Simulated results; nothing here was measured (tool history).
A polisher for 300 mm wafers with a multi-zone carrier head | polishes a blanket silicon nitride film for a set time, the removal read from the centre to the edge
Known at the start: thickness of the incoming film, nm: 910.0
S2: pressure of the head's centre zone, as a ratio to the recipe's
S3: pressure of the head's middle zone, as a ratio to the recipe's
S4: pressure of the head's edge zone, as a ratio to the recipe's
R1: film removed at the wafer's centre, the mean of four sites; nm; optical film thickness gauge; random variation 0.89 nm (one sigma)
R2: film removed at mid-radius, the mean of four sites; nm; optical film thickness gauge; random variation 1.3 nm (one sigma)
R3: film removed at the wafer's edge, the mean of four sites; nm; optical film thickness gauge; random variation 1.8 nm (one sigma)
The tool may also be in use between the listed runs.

run 1 day=0.000 | flow_of_slurry_(ml/min)=250 S2=1.00 S3=1.00 S4=1.00 polishing_time_(s)=52 | R1=79.192 R2=77.689 R3=78.189
run 2 day=0.342 | flow_of_slurry_(ml/min)=250 S2=0.99 S3=1.01 S4=1.02 polishing_time_(s)=54 | R1=81.046 R2=81.507 R3=83.882
run 3 day=0.454 | flow_of_slurry_(ml/min)=255 S2=0.99 S3=1.03 S4=1.03 polishing_time_(s)=56 | R1=82.751 R2=85.645 R3=83.509
run 4 day=0.533 | flow_of_slurry_(ml/min)=230 S2=0.99 S3=1.03 S4=1.03 polishing_time_(s)=56 | R1=82.160 R2=83.774 R3=88.062
run 5 day=0.721 | flow_of_slurry_(ml/min)=230 S2=0.99 S3=1.05 S4=1.03 polishing_time_(s)=58 | R1=83.561 R2=89.157 R3=90.179
run 6 day=0.808 | flow_of_slurry_(ml/min)=225 S2=0.99 S3=1.06 S4=1.03 polishing_time_(s)=60 | R1=86.921 R2=90.330 R3=91.902
run 7 day=1.150 | flow_of_slurry_(ml/min)=230 S2=0.98 S3=1.07 S4=1.04 polishing_time_(s)=62 | R1=89.385 R2=96.474 R3=96.055
run 8 day=1.204 | flow_of_slurry_(ml/min)=230 S2=0.98 S3=1.08 S4=1.05 polishing_time_(s)=63 | R1=92.351 R2=96.690 R3=95.224

Run 9 comes next. What will it give?
run 9 day=1.354 | flow_of_slurry_(ml/min)=225 S2=0.97 S3=1.09 S4=1.05 polishing_time_(s)=65 | R1=? R2=? R3=?

Run 9 gave R1 93.384 nm, R2 100.700 nm, R3 99.501 nm.

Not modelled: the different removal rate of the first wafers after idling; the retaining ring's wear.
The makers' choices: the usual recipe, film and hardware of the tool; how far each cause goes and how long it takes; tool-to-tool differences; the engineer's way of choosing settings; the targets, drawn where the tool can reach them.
